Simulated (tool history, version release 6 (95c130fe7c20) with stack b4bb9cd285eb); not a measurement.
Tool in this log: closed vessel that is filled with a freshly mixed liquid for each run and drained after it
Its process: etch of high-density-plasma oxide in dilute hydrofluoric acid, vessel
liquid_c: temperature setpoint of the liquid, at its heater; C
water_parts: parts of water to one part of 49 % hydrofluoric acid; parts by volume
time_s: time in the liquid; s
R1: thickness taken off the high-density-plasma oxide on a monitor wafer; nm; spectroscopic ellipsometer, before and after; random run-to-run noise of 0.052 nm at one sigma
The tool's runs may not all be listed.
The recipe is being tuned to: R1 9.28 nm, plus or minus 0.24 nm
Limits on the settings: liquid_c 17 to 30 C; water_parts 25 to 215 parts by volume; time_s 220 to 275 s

{"run": 1, "hour": 0.0, "liquid_c": 22, "water_parts": 120, "time_s": 275, "R1": 17.433}
{"run": 2, "hour": 3.4, "liquid_c": 21, "water_parts": 130, "time_s": 275, "R1": 15.162}
{"run": 3, "hour": 11.8, "liquid_c": 20, "water_parts": 140, "time_s": 275, "R1": 13.506}
{"run": 4, "hour": 14.9, "liquid_c": 19.5, "water_parts": 145, "time_s": 275, "R1": 12.703}
{"run": 5, "hour": 23.5, "liquid_c": 19, "water_parts": 150, "time_s": 275, "R1": 11.875}
{"run": 6, "hour": 25.0, "liquid_c": 19, "water_parts": 105, "time_s": 275, "R1": 17.867}
{"run": 7, "hour": 31.3, "liquid_c": 18.5, "water_parts": 120, "time_s": 275, "R1": 14.958}
{"hour": 36.5, "done": "thermometer replaced"}
{"run": 8, "hour": 36.5, "liquid_c": 18, "water_parts": 130, "time_s": 275, "R1": 12.63}
{"run": 9, "hour": 45.5, "liquid_c": 18, "water_parts": 135, "time_s": 275, "R1": 12.052}
{"run": 10, "hour": 46.9, "liquid_c": 18, "water_parts": 140, "time_s": 275, "R1": 11.674}
{"run": 11, "hour": 48.9, "liquid_c": 18, "water_parts": 145, "time_s": 275, "R1": 11.231}
{"run": 12, "hour": 51.7, "liquid_c": 18, "water_parts": 150, "time_s": 275, "R1": 10.731}
{"run": 13, "hour": 53.3, "liquid_c": 17.5, "water_parts": 155, "time_s": 275, "R1": 10.116}
{"run": 14, "hour": 54.7, "liquid_c": 17, "water_parts": 160, "time_s": 275, "R1": 9.6303}

Which one of the following 4 next-run settings gets every result inside its allowed miss? There is exactly one.
{"run": "A", "hour": 56.1, "liquid_c": 17, "water_parts": 130, "time_s": 230, "R1": "?"}
{"run": "B", "hour": 56.1, "liquid_c": 17.5, "water_parts": 145, "time_s": 250, "R1": "?"}
{"run": "C", "hour": 56.1, "liquid_c": 21, "water_parts": 175, "time_s": 265, "R1": "?"}
{"run": "D", "hour": 56.1, "liquid_c": 17.5, "water_parts": 160, "time_s": 260, "R1": "?"}

move=A R1=10.158
move=B R1=9.9554
move=C R1=9.7524
move=D R1=9.2463
A: misses by more than the last run did
B: misses by more than the last run did
C: misses by more than the last run did
D: all results land within tolerance of their targets
So the answer is move D, the one that meets all the targets.
